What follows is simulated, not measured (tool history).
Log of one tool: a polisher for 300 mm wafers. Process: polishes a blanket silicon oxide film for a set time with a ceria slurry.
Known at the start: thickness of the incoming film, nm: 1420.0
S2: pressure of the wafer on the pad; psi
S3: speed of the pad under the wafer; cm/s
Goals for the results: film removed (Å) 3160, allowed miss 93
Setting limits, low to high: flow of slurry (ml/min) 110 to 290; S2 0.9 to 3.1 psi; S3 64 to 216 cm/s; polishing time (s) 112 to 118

Run 1, hour 0: flow of slurry (ml/min) 185, S2 2 psi, S3 140 cm/s, polishing time (s) 112. Result: film removed (Å) 3835.3.
Run 2, hour 5.6: flow of slurry (ml/min) 185, S2 2.3 psi, S3 140 cm/s, polishing time (s) 112. Result: film removed (Å) 4395.6.
Run 3, hour 8.6: flow of slurry (ml/min) 185, S2 2.6 psi, S3 140 cm/s, polishing time (s) 112. Result: film removed (Å) 5020.4.
Run 4, hour 13.3: flow of slurry (ml/min) 150, S2 2.6 psi, S3 140 cm/s, polishing time (s) 112. Result: film removed (Å) 4794.7.
Run 5, hour 14.2: flow of slurry (ml/min) 145, S2 2.4 psi, S3 140 cm/s, polishing time (s) 112. Result: film removed (Å) 4414.2.
Run 6, hour 23: flow of slurry (ml/min) 145, S2 2.4 psi, S3 114 cm/s, polishing time (s) 112. Result: film removed (Å) 3606.7.
Run 7, hour 28.8: flow of slurry (ml/min) 140, S2 2.3 psi, S3 114 cm/s, polishing time (s) 112. Result: film removed (Å) 3422.2.
Run 8, hour 34.9: flow of slurry (ml/min) 135, S2 2.3 psi, S3 114 cm/s, polishing time (s) 112. Result: film removed (Å) 3404.4.

Pick the move, out of 5, that brings all results within their allowed miss; only one does.
Run A, hour 41: flow of slurry (ml/min) 165, S2 2.3 psi, S3 92 cm/s, polishing time (s) 112. Result: film removed (Å) ?.
Run B, hour 41: flow of slurry (ml/min) 110, S2 1.7 psi, S3 160 cm/s, polishing time (s) 118. Result: film removed (Å) ?.
Run C, hour 41: flow of slurry (ml/min) 110, S2 2 psi, S3 128 cm/s, polishing time (s) 112. Result: film removed (Å) ?.
Run D, hour 41: flow of slurry (ml/min) 110, S2 2.3 psi, S3 102 cm/s, polishing time (s) 112. Result: film removed (Å) ?.
Run E, hour 41: flow of slurry (ml/min) 160, S2 2.4 psi, S3 112 cm/s, polishing time (s) 115. Result: film removed (Å) ?.

move  film removed (Å)
   A            2894.9
   B            3545.6
   C              3168
   D            2913.6
   E              3720
A: carries the result that was furthest off beyond its target, to the other side
B: moves away from the targets compared with the last run
C: in spec on every target
D: carries the result that was furthest off beyond its target, to the other side
E: moves away from the targets compared with the last run
C is the move that brings every result within its allowed miss.

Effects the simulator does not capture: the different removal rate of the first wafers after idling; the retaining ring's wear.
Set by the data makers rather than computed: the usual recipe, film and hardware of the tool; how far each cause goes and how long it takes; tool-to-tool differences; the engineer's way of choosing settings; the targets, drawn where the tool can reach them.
